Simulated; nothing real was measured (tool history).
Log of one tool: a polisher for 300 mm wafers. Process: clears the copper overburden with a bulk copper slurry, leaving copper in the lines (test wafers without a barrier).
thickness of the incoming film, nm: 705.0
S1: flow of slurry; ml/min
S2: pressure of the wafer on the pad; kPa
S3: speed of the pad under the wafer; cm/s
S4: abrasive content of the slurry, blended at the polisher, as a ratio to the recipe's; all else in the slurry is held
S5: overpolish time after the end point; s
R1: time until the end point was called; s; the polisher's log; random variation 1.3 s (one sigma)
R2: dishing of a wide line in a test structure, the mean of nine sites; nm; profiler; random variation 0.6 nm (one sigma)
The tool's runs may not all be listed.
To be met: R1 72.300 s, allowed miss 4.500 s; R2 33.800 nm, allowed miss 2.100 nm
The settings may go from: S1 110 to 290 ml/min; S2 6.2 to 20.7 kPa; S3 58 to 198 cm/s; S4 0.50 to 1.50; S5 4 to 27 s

run  hour   S1    S2   S3    S4  S5      R1      R2
  1   0.0  185  13.1  128  1.00  14  96.771  32.705
  2   1.1  185  13.1  128  1.10  14  97.931  31.886
  3   6.4  185  13.1  128  1.20  14  94.698  31.082
  4  10.7  185  13.8  128  1.20  14  87.611  31.208
  5  13.1  185  13.8  128  1.20  11  87.195  30.988
  6  15.1  185  13.8  128  1.20  15  86.569  32.014
  7  19.4  185  14.5  128  1.20  15  85.760  33.384
  8  21.3  185  15.2  130  1.20  14  80.336  34.369
  9  27.8  185  15.2  132  1.25  13  76.662  32.168

5 next moves are on the table. One of them brings every result within its allowed miss. Which?
  A  34.3  165  16.5  136  1.10  13   ?   ?
  B  34.3  210  14.5  136  1.45   8   ?   ?
  C  34.3  260  15.2  122  1.20  13   ?   ?
  D  34.3  170  16.5  118  1.25  10   ?   ?
  E  34.3  205  13.1  142  0.90  13   ?   ?

move      R1      R2
   A  73.561  32.997
   B  76.044  28.585
   C  81.969  32.137
   D  81.729  30.320
   E  89.182  31.184
A: meets every target
B: brings the result that was furthest off to its target, and leaves another outside
C: further off than the last run
D: further off than the last run
E: further off than the last run
The right move is A.
